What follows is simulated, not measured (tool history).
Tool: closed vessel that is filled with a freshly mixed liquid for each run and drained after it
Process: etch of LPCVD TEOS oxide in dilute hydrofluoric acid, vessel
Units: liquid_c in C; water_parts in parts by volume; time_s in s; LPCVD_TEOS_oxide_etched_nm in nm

| run | day | liquid_c | water_parts | time_s | LPCVD_TEOS_oxide_etched_nm |
|---|---|---|---|---|---|
| 1 | 0.000 | 26.0 | 260 | 50 | 7.9263 |
| 2 | 0.229 | 27.5 | 220 | 50 | 10.3540 |
| 3 | 0.300 | 28.5 | 190 | 50 | 13.0110 |
| 4 | 0.621 | 29.5 | 170 | 50 | 15.1970 |
| 5 | 0.921 | 29.5 | 205 | 50 | 12.3200 |
| 6 | 0.946 | 29.5 | 205 | 35 | 8.5511 |
| 7 | 1.304 | 33.5 | 100 | 50 | 32.9030 |
| 8 | 1.458 | 33.0 | 100 | 50 | 32.1640 |
|  | 1.517 | thermometer replaced |
| 9 | 1.517 | 32.5 | 100 | 50 | 34.5540 |
| 10 | 1.538 | 32.0 | 100 | 50 | 33.7900 |

Run 11 comes next. What will it give?
| 11 | 1.688 | 31.5 | 100 | 50 | ? |

{"run 11": {"LPCVD_TEOS_oxide_etched_nm": 33.491}}
